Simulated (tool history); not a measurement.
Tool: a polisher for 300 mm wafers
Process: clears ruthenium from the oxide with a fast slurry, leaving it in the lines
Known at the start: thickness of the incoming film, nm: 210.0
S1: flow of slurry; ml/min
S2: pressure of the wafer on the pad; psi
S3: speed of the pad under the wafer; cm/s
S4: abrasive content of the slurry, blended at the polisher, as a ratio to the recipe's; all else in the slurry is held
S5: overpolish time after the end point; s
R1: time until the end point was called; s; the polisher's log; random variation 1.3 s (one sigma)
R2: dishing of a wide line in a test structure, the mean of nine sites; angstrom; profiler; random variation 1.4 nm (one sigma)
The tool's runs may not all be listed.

run	hour	S1	S2	S3	S4	S5	R1	R2
1	0	250	1.9	78	1	25	83.389	458.34
2	6.1	250	1.9	78	0.85	25	89.811	422.84
3	12.6	250	1.9	92	0.85	25	78.569	485.83
4	21.6	280	1.9	92	0.85	25	75.757	489.96
5	27	280	1.9	92	1	25	70.715	515.37
6	30.8	275	1.9	92	1	29	71.521	587.72
7	35.9	270	1.9	92	1	32	68.953	648.62
8	40.3	270	1.9	92	1	32	71.346	672.04
9	45.7	270	1.9	92	1	33	70.761	679.87
10	50.1	270	1.9	92	1	34	70.687	657.58

Run 11 comes next. What will it give?
11	56.8	270	1.9	92	1	36	?	?

Run 11 gave R1 73.102 s, R2 708.07 angstrom.
